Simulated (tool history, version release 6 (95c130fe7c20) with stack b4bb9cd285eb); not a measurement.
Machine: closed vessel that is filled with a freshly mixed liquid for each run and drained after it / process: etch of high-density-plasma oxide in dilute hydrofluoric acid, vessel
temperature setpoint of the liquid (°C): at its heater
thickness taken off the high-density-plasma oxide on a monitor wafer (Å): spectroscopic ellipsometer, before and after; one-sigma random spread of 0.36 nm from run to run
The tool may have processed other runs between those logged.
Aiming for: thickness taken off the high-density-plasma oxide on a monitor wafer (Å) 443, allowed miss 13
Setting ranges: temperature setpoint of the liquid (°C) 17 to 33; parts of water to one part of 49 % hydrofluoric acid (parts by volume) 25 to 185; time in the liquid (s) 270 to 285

| run | hour | temperature setpoint of the liquid (°C) | parts of water to one part of 49 % hydrofluoric acid (parts by volume) | time in the liquid (s) | thickness taken off the high-density-plasma oxide on a monitor wafer (Å) |
|---|---|---|---|---|---|
| 1 | 0 | 25 | 105 | 270 | 220.57 |
| 2 | 4.1 | 26 | 100 | 270 | 242.68 |
| 3 | 11.4 | 26 | 100 | 270 | 240.19 |
| 4 | 17.5 | 28 | 100 | 270 | 264.5 |
|  | 21.9 | thermometer replaced |
| 5 | 21.9 | 28 | 115 | 270 | 209.19 |
| 6 | 27.9 | 30 | 115 | 270 | 231.58 |
| 7 | 36.9 | 33 | 75 | 270 | 408.39 |
| 8 | 40.7 | 33 | 65 | 270 | 480.19 |

Exactly one of the 5 candidate moves below puts every result within its allowed miss. Which one?
| A | 44.5 | 33 | 70 | 285 | ? |
| B | 44.5 | 30.5 | 70 | 270 | ? |
| C | 44.5 | 32.5 | 70 | 270 | ? |
| D | 44.5 | 33 | 65 | 285 | ? |
| E | 44.5 | 31.5 | 60 | 285 | ? |

| move | thickness taken off the high-density-plasma oxide on a monitor wafer (Å) |
|---|---|
| A | 477.81 |
| B | 411.7 |
| C | 444.23 |
| D | 518.71 |
| E | 534.98 |
A: closer than the last run, but not yet in spec
B: the result that was furthest off in the last run now lies on the other side of its target
C: each result inside its tolerance
D: moves away from the targets compared with the last run
E: moves away from the targets compared with the last run
Correct choice: C, which meets every target
